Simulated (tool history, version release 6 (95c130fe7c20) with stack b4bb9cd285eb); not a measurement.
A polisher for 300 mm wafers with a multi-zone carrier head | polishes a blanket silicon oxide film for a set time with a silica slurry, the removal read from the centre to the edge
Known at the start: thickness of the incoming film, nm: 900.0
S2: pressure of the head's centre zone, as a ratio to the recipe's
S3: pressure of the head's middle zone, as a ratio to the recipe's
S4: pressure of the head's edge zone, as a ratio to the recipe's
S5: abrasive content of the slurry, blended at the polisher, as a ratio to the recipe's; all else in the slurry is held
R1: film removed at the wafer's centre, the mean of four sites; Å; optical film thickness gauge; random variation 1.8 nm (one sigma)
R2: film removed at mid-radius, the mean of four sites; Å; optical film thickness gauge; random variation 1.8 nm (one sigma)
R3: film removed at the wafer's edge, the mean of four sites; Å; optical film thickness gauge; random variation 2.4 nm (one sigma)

Run 1, day 0.000: flow of slurry (ml/min) 160, S2 1.00, S3 1.00, S4 1.00, S5 1.00, polishing time (s) 56. Result: R1 2108.3 Å, R2 1969.9 Å, R3 1953.7 Å.
Run 2, day 0.367: flow of slurry (ml/min) 150, S2 0.96, S3 0.99, S4 1.00, S5 0.95, polishing time (s) 56. Result: R1 1904.3 Å, R2 1855.4 Å, R3 1861.3 Å.
Run 3, day 0.575: flow of slurry (ml/min) 190, S2 0.96, S3 0.99, S4 1.00, S5 0.95, polishing time (s) 56. Result: R1 2023.6 Å, R2 1970.0 Å, R3 1930.2 Å.
Run 4, day 0.650: flow of slurry (ml/min) 190, S2 0.96, S3 0.99, S4 0.93, S5 0.95, polishing time (s) 56. Result: R1 2018.7 Å, R2 1957.4 Å, R3 1850.1 Å.
Run 5, day 0.962: flow of slurry (ml/min) 175, S2 0.93, S3 0.98, S4 0.94, S5 0.90, polishing time (s) 56. Result: R1 1867.7 Å, R2 1898.3 Å, R3 1795.7 Å.
Run 6, day 1.250: flow of slurry (ml/min) 175, S2 0.93, S3 0.98, S4 0.94, S5 0.90, polishing time (s) 51. Result: R1 1722.0 Å, R2 1732.2 Å, R3 1630.3 Å.

Forecast run 7:
At day 1.504: centre zone pressure recalibrated.
Run 7, day 1.504: flow of slurry (ml/min) 165, S2 0.90, S3 0.97, S4 0.96, S5 0.90, polishing time (s) 51. Result: R1 ?, R2 ?, R3 ?.

Run 7 gave R1 1537.2 Å, R2 1683.7 Å, R3 1662.0 Å.
